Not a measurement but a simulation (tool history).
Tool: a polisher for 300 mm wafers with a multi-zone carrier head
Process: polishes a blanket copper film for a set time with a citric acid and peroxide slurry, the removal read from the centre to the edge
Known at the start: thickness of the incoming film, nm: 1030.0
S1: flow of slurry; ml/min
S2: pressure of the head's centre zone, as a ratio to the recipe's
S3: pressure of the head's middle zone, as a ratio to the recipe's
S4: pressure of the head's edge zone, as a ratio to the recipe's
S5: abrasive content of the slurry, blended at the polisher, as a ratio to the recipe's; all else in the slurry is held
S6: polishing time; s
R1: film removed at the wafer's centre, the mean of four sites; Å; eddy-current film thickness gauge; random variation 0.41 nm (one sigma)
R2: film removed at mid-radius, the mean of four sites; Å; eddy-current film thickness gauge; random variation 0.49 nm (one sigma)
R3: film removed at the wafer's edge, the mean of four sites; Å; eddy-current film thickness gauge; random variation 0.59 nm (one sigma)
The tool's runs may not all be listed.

Run 1, hour 0.0: S1 165 ml/min, S2 1.00, S3 1.00, S4 1.00, S5 1.00, S6 41 s. Result: R1 734.48 Å, R2 723.72 Å, R3 726.44 Å.
Run 2, hour 1.5: S1 165 ml/min, S2 1.00, S3 1.00, S4 1.05, S5 1.00, S6 41 s. Result: R1 732.82 Å, R2 708.80 Å, R3 738.14 Å.
Run 3, hour 10.3: S1 165 ml/min, S2 1.05, S3 1.00, S4 1.05, S5 1.00, S6 41 s. Result: R1 755.25 Å, R2 719.37 Å, R3 729.96 Å.
Run 4, hour 18.0: S1 130 ml/min, S2 1.05, S3 1.00, S4 1.05, S5 1.00, S6 41 s. Result: R1 727.72 Å, R2 693.09 Å, R3 717.67 Å.
Run 5, hour 24.2: S1 130 ml/min, S2 1.03, S3 1.00, S4 1.04, S5 0.90, S6 38 s. Result: R1 651.64 Å, R2 621.57 Å, R3 636.68 Å.
Run 6, hour 29.4: S1 125 ml/min, S2 1.00, S3 1.00, S4 1.04, S5 0.85, S6 37 s. Result: R1 601.46 Å, R2 596.79 Å, R3 600.00 Å.
Run 7, hour 34.4: S1 120 ml/min, S2 0.98, S3 0.99, S4 1.04, S5 0.80, S6 36 s. Result: R1 559.02 Å, R2 554.72 Å, R3 585.04 Å.
Run 8, hour 37.8: S1 120 ml/min, S2 0.97, S3 0.99, S4 1.02, S5 0.75, S6 35 s. Result: R1 530.38 Å, R2 527.89 Å, R3 562.22 Å.

The next listed run, before its measurement:
Run 9, hour 46.7: S1 135 ml/min, S2 0.91, S3 1.03, S4 0.92, S5 0.50, S6 29 s. Result: R1 ?, R2 ?, R3 ?.

R1: 390.12 Å
R2: 441.65 Å
R3: 414.21 Å

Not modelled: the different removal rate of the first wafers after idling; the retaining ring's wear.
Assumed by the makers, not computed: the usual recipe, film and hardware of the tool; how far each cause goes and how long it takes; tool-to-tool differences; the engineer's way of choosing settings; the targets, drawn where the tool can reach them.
